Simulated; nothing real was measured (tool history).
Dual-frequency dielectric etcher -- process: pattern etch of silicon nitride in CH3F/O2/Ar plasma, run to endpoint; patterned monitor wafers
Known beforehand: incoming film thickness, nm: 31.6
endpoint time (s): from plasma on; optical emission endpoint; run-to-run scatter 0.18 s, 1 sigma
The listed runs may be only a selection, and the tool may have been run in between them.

run,hour,source power (kW),bias power (kW),endpoint time (s)
1,0.0,0.310,0.093,44.972
2,3.6,0.310,0.087,45.628
3,11.9,0.270,0.087,47.567
4,16.1,0.270,0.095,46.566
5,23.1,0.290,0.095,45.524
6,30.7,0.330,0.100,42.781

For run 7, what comes out?
7,33.6,0.360,0.102,?

Logged for run 7: endpoint time (s) 40.676.
